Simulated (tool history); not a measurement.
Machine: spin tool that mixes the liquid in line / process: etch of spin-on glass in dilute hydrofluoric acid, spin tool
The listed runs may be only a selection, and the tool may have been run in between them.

| run | hour | temperature setpoint of the liquid (°C) | parts of water to one part of 49 % hydrofluoric acid (parts by volume) | time under the liquid (s) | thickness taken off the spin-on glass on a monitor wafer (Å) |
|---|---|---|---|---|---|
| 1 | 0.0 | 21.0 | 90 | 50 | 168.78 |
| 2 | 7.5 | 22.0 | 90 | 50 | 173.25 |
| 3 | 13.0 | 22.0 | 105 | 50 | 147.48 |
| 4 | 16.3 | 23.5 | 105 | 50 | 157.57 |
| 5 | 22.1 | 24.0 | 100 | 50 | 170.83 |
| 6 | 29.0 | 24.5 | 95 | 50 | 183.26 |
| 7 | 29.7 | 25.0 | 90 | 50 | 198.85 |
| 8 | 32.7 | 29.0 | 65 | 50 | 332.77 |
| 9 | 35.1 | 28.5 | 65 | 50 | 323.25 |

Run 10, settings as shown, results not yet in. Your forecast:
| 10 | 42.8 | 27.5 | 65 | 50 | ? |

Run 10 produced thickness taken off the spin-on glass on a monitor wafer (Å) 313.26.
